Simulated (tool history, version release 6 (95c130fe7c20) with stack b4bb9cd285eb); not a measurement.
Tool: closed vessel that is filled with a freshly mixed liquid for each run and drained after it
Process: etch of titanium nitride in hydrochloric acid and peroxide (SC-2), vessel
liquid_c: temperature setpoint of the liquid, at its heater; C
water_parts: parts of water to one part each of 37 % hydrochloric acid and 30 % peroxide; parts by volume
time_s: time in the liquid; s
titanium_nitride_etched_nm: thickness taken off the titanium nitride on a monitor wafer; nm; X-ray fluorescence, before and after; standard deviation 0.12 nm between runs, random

| run | hour | liquid_c | water_parts | time_s | titanium_nitride_etched_nm |
|---|---|---|---|---|---|
| 1 | 0 | 64 | 9 | 155 | 8.073 |
| 2 | 5 | 64 | 10.5 | 155 | 7.1112 |
| 3 | 9.7 | 64 | 10.5 | 155 | 7.1631 |
| 4 | 17.9 | 66.5 | 9.5 | 155 | 8.9961 |
| 5 | 23.6 | 68.5 | 9 | 155 | 10.666 |
| 6 | 26.5 | 69.5 | 8.5 | 155 | 11.662 |

What will run 7 give?
| 7 | 35.4 | 70.5 | 8 | 155 | ? |

titanium_nitride_etched_nm: 12.916 nm

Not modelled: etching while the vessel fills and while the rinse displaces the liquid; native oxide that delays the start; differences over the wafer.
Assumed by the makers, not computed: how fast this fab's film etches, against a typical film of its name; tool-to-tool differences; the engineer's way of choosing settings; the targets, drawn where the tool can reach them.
